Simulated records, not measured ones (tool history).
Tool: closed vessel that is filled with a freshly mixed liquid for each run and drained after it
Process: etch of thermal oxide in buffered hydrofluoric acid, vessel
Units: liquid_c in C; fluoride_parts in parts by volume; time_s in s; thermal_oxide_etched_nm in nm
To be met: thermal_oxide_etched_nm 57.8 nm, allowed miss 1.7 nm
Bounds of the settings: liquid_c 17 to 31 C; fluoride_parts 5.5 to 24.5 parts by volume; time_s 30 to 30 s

run  hour  liquid_c  fluoride_parts  time_s  thermal_oxide_etched_nm
  1     0        23              15      30                    22.04
  2   2.1      24.5            13.5      30                   26.573
  3   9.7        26            12.5      30                   31.327
  4  13.9        26            12.5      30                   31.299
  5  20.7      24.5            12.5      30                   28.763
  6  25.9      24.5            12.5      30                   28.803
  7  27.8      25.5            11.5      30                   33.062
  8  29.5      26.5              11      30                   36.515
  9    32      27.5            10.5      30                   40.172
 10  36.4        28              10      30                   43.254
 11  39.6        28              10      30                   43.261
 12  44.2      28.5             9.5      30                   45.746
 13  47.3        31             7.5      30                   66.355
 14  52.3      30.5             7.5      30                   64.053
 15  58.1        30             7.5      30                   62.715

Which of these 5 next moves meets every target?
  A  63.9        30               8      30                        ?
  B  63.9      27.5             5.5      30                        ?
  C  63.9      30.5               7      30                        ?
  D  63.9        29               7      30                        ?
  E  63.9      29.5             7.5      30                        ?

move  thermal_oxide_etched_nm
   A                   58.476
   B                   72.806
   C                   69.326
   D                   64.082
   E                   61.075
A: meets every target
B: further off than the last run
C: further off than the last run
D: further off than the last run
E: nearer than the last run, and not there yet
Move A is the one to make.
